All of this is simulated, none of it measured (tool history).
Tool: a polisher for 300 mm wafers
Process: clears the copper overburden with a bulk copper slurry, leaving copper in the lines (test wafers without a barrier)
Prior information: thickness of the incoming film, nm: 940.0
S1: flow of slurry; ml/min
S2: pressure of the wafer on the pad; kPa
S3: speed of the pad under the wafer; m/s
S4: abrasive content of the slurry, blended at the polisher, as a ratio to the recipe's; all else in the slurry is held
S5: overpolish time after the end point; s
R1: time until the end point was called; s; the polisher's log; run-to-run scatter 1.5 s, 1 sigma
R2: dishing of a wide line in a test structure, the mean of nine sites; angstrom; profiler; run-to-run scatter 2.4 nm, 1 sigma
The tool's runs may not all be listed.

| run | hour | S1 | S2 | S3 | S4 | S5 | R1 | R2 |
|---|---|---|---|---|---|---|---|---|
| 1 | 0 | 155 | 14.5 | 1.34 | 1 | 26 | 93.924 | 969.29 |
| 2 | 5.7 | 155 | 14.5 | 1.34 | 1 | 28 | 91.376 | 1039.6 |
| 3 | 11.1 | 175 | 14.5 | 1.34 | 1 | 28 | 91.959 | 983.63 |
| 4 | 17.1 | 175 | 17.2 | 1.34 | 1 | 28 | 76.97 | 1146.4 |
| 5 | 24.9 | 175 | 16.5 | 1.32 | 1 | 30 | 80.298 | 1119.2 |
| 6 | 29.1 | 175 | 15.9 | 1.3 | 1 | 32 | 84.863 | 1098.1 |
| 7 | 37.1 | 170 | 15.2 | 1.28 | 1 | 34 | 89.973 | 1070.9 |

For run 8, what comes out?
| 8 | 42.4 | 165 | 14.5 | 1.26 | 1 | 36 | ? | ? |

Run 8 came out at R1 97.735 s, R2 1098.2 angstrom.
